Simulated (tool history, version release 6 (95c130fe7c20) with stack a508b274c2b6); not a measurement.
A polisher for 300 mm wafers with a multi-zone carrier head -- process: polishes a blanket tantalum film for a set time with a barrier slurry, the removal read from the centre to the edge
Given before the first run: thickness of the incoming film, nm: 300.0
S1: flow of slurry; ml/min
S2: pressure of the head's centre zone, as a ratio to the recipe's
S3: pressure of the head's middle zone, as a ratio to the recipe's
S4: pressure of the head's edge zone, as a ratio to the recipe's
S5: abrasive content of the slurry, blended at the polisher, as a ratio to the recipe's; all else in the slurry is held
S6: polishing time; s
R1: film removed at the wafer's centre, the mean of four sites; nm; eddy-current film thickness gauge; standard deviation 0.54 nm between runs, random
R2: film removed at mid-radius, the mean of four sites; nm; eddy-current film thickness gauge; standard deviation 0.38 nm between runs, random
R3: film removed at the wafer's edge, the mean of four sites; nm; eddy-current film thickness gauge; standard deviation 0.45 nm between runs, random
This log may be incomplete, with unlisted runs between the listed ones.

| run | hour | S1 | S2 | S3 | S4 | S5 | S6 | R1 | R2 | R3 |
|---|---|---|---|---|---|---|---|---|---|---|
| 1 | 0.0 | 285 | 1.00 | 1.00 | 1.00 | 1.00 | 72 | 72.583 | 73.699 | 72.477 |
| 2 | 1.0 | 320 | 1.00 | 1.00 | 1.00 | 1.00 | 72 | 74.433 | 74.704 | 73.333 |
| 3 | 6.0 | 310 | 0.97 | 0.99 | 0.98 | 0.90 | 67 | 64.834 | 66.323 | 65.817 |
| 4 | 10.4 | 310 | 0.97 | 0.96 | 0.98 | 0.90 | 67 | 63.046 | 64.238 | 65.216 |
| 5 | 15.7 | 275 | 0.97 | 0.96 | 0.98 | 0.90 | 67 | 64.176 | 63.419 | 64.793 |
| 6 | 17.2 | 280 | 0.95 | 0.96 | 0.96 | 0.80 | 62 | 55.548 | 55.520 | 57.282 |
| 7 | 25.1 | 285 | 0.93 | 0.97 | 0.94 | 0.75 | 60 | 51.909 | 53.307 | 53.139 |
| 8 | 33.1 | 290 | 0.91 | 0.97 | 0.93 | 0.70 | 58 | 46.969 | 50.162 | 49.990 |
| 9 | 37.7 | 290 | 0.91 | 0.97 | 0.93 | 0.70 | 58 | 46.705 | 50.663 | 49.949 |
| 10 | 46.1 | 275 | 0.83 | 0.92 | 0.84 | 0.50 | 49 | 30.406 | 35.201 | 34.527 |
| 11 | 51.9 | 325 | 0.91 | 1.00 | 0.94 | 0.55 | 46 | 33.478 | 37.286 | 35.663 |
| 12 | 60.5 | 320 | 0.91 | 1.01 | 0.96 | 0.55 | 46 | 33.677 | 37.351 | 36.714 |
| 13 | 64.3 | 315 | 0.91 | 1.02 | 0.97 | 0.55 | 46 | 32.808 | 37.710 | 36.558 |
| 14 | 72.3 | 310 | 0.92 | 1.02 | 0.98 | 0.60 | 46 | 35.303 | 39.669 | 38.462 |
| 15 | 79.1 | 305 | 0.92 | 1.02 | 0.99 | 0.60 | 46 | 34.841 | 39.626 | 38.184 |
| 16 | 85.3 | 305 | 0.92 | 1.02 | 1.00 | 0.60 | 46 | 34.785 | 38.671 | 38.877 |
| 17 | 92.4 | 305 | 0.92 | 1.03 | 1.00 | 0.60 | 46 | 36.419 | 40.234 | 37.923 |
| 18 | 98.0 | 310 | 0.91 | 1.03 | 1.01 | 0.60 | 46 | 34.671 | 40.036 | 39.389 |
| 19 | 100.7 | 310 | 0.92 | 1.03 | 1.02 | 0.60 | 46 | 35.749 | 39.151 | 39.104 |

For run 20, what comes out?
| 20 | 107.0 | 330 | 0.91 | 1.07 | 1.05 | 0.70 | 46 | ? | ? | ? |

{"run 20": {"R1": 36.459, "R2": 43.861, "R3": 41.586}}
